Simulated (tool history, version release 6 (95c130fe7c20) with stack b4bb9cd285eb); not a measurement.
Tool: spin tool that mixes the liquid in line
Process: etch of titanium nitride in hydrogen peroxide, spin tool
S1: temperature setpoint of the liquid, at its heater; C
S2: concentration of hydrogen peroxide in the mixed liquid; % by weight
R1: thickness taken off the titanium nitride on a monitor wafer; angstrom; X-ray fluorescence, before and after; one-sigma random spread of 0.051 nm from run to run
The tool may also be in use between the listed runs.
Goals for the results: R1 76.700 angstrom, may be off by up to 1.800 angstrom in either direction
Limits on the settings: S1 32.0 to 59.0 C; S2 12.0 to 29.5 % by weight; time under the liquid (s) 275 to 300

Run 1, hour 0.0: S1 43.0 C, S2 20.0 % by weight, time under the liquid (s) 275. Result: R1 54.267 angstrom.
Run 2, hour 5.6: S1 36.5 C, S2 20.0 % by weight, time under the liquid (s) 275. Result: R1 32.174 angstrom.
Run 3, hour 12.1: S1 39.5 C, S2 20.0 % by weight, time under the liquid (s) 275. Result: R1 41.144 angstrom.
Run 4, hour 20.9: S1 39.5 C, S2 20.0 % by weight, time under the liquid (s) 300. Result: R1 45.445 angstrom.
Run 5, hour 22.0: S1 41.0 C, S2 20.0 % by weight, time under the liquid (s) 300. Result: R1 50.260 angstrom.
Run 6, hour 26.2: S1 41.0 C, S2 20.0 % by weight, time under the liquid (s) 300. Result: R1 50.679 angstrom.
Run 7, hour 31.3: S1 42.5 C, S2 20.0 % by weight, time under the liquid (s) 300. Result: R1 56.042 angstrom.
Run 8, hour 38.8: S1 43.5 C, S2 20.0 % by weight, time under the liquid (s) 300. Result: R1 60.677 angstrom.
Run 9, hour 47.1: S1 44.5 C, S2 20.0 % by weight, time under the liquid (s) 300. Result: R1 65.427 angstrom.
Run 10, hour 52.6: S1 45.0 C, S2 20.0 % by weight, time under the liquid (s) 300. Result: R1 68.239 angstrom.
Run 11, hour 57.8: S1 45.5 C, S2 20.0 % by weight, time under the liquid (s) 300. Result: R1 70.919 angstrom.
Run 12, hour 66.3: S1 46.0 C, S2 20.0 % by weight, time under the liquid (s) 300. Result: R1 73.138 angstrom.
Run 13, hour 71.3: S1 47.0 C, S2 20.0 % by weight, time under the liquid (s) 300. Result: R1 79.586 angstrom.

Of the 5 settings listed for the next run, only one would bring every result within its allowed miss of target. Which one?
Run A, hour 76.3: S1 48.5 C, S2 21.5 % by weight, time under the liquid (s) 285. Result: R1 ?.
Run B, hour 76.3: S1 48.0 C, S2 17.0 % by weight, time under the liquid (s) 300. Result: R1 ?.
Run C, hour 76.3: S1 47.5 C, S2 21.0 % by weight, time under the liquid (s) 300. Result: R1 ?.
Run D, hour 76.3: S1 47.0 C, S2 22.0 % by weight, time under the liquid (s) 300. Result: R1 ?.
Run E, hour 76.3: S1 46.5 C, S2 20.0 % by weight, time under the liquid (s) 300. Result: R1 ?.

move      R1
   A  85.786
   B  82.773
   C  83.447
   D  81.216
   E  76.661
A: the biggest miss grows against the last run
B: the biggest miss grows against the last run
C: the biggest miss grows against the last run
D: the biggest miss grows against the last run
E: all results land within tolerance of their targets
E meets every target.

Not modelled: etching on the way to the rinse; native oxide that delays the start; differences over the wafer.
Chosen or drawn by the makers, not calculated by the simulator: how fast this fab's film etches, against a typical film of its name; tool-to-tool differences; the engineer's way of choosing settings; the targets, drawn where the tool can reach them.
